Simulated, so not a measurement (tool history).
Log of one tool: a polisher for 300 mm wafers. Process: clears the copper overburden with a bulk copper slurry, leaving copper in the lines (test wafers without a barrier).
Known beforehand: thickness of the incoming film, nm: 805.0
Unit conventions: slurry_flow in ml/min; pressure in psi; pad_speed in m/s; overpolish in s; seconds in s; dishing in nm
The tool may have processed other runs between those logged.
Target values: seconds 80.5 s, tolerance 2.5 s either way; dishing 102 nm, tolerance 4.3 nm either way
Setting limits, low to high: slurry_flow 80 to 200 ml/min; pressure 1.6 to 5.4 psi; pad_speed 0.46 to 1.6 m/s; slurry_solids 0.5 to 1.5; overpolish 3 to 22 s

run,hour,slurry_flow,pressure,pad_speed,slurry_solids,overpolish,seconds,dishing
1,0,130,3.5,1.02,1,11,62.7,86.043
2,4.4,130,3.5,1.02,1.2,11,60.271,88.661
3,9.2,130,2.8,1.02,1.2,11,72.243,78.398
4,16.8,125,2.7,1.02,1.2,12,74.54,80.806
5,20.1,125,2.7,1.02,1.2,9,74.381,65.888
6,27.1,105,2.7,1.02,1.2,9,76.95,64.009
7,35.1,105,2.7,1.02,1.2,10,74.835,71.01
8,38.6,105,2.6,1.02,1.2,11,79.438,73.112
9,44.8,105,2.6,1.02,1.2,12,78,76.471
10,46.2,105,2.6,1.02,1.2,13,78.618,81.294
11,49.8,105,2.6,1.02,1.2,14,78.854,86.513
12,54.4,105,2.6,1.02,1.2,15,78.197,88.92
13,59.5,105,2.6,1.02,1.2,16,78.679,92.521
14,62,105,2.6,1.02,1.2,17,78.071,97.67

Consider the 5 candidate settings below. Which is the only one whose results all fall within their allowed miss of target?
A,64.5,120,2,1.18,1.1,22,?,?
B,64.5,110,2.7,1.04,1.2,15,?,?
C,64.5,105,2.1,1.08,1.25,22,?,?
D,64.5,110,2.6,0.98,1.2,22,?,?
E,64.5,95,2.7,0.92,1.25,19,?,?

move,seconds,dishing
A,85.586,101.61
B,74.681,91.954
C,87.221,101.32
D,79.552,109.1
E,81.214,100.46
A: brings the last run's worst result on target, with another outside its allowed miss
B: the biggest miss grows against the last run
C: brings the last run's worst result on target, with another outside its allowed miss
D: carries the result that was furthest off beyond its target, to the other side
E: in spec on every target
So the answer is move E, the one that meets all the targets.

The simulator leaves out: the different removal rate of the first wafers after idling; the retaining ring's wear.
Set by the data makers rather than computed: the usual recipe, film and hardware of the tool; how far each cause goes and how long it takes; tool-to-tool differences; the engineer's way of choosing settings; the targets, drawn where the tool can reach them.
